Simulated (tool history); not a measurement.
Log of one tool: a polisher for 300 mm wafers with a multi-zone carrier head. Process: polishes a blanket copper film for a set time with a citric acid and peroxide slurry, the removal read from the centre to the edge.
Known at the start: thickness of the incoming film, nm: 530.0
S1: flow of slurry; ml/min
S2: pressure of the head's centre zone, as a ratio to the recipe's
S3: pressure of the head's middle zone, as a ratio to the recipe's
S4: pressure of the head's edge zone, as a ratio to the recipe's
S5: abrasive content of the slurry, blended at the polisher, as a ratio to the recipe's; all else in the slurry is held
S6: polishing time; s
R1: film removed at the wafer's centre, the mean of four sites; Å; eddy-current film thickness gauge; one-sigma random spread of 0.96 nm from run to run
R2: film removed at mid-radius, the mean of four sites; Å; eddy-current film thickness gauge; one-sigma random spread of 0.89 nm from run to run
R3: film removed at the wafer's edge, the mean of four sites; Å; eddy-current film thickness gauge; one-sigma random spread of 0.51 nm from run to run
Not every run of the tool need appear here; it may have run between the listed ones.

Run 1, day 0.000: S1 140 ml/min, S2 1.00, S3 1.00, S4 1.00, S5 1.00, S6 35 s. Result: R1 604.15 Å, R2 593.34 Å, R3 622.85 Å.
Run 2, day 0.350: S1 120 ml/min, S2 1.00, S3 1.00, S4 1.00, S5 1.00, S6 35 s. Result: R1 561.65 Å, R2 589.09 Å, R3 605.27 Å.
Run 3, day 0.638: S1 120 ml/min, S2 0.97, S3 1.00, S4 1.00, S5 1.00, S6 35 s. Result: R1 552.15 Å, R2 568.95 Å, R3 596.32 Å.
Run 4, day 0.812: S1 120 ml/min, S2 0.97, S3 1.00, S4 1.00, S5 1.15, S6 35 s. Result: R1 571.38 Å, R2 589.71 Å, R3 614.51 Å.
Run 5, day 0.950: S1 120 ml/min, S2 0.97, S3 0.97, S4 1.00, S5 1.15, S6 35 s. Result: R1 563.60 Å, R2 584.84 Å, R3 616.67 Å.
Run 6, day 1.171: S1 120 ml/min, S2 1.06, S3 0.97, S4 1.00, S5 1.15, S6 35 s. Result: R1 621.46 Å, R2 573.44 Å, R3 619.08 Å.
Run 7, day 1.246: S1 130 ml/min, S2 1.06, S3 0.98, S4 1.02, S5 1.15, S6 35 s. Result: R1 634.86 Å, R2 591.14 Å, R3 632.76 Å.

Run 8 comes next. What will it give?
Run 8, day 1.362: S1 140 ml/min, S2 1.07, S3 0.98, S4 1.04, S5 1.15, S6 35 s. Result: R1 ?, R2 ?, R3 ?.

{"run 8": {"R1": 673.16, "R2": 612.43, "R3": 652.6}}
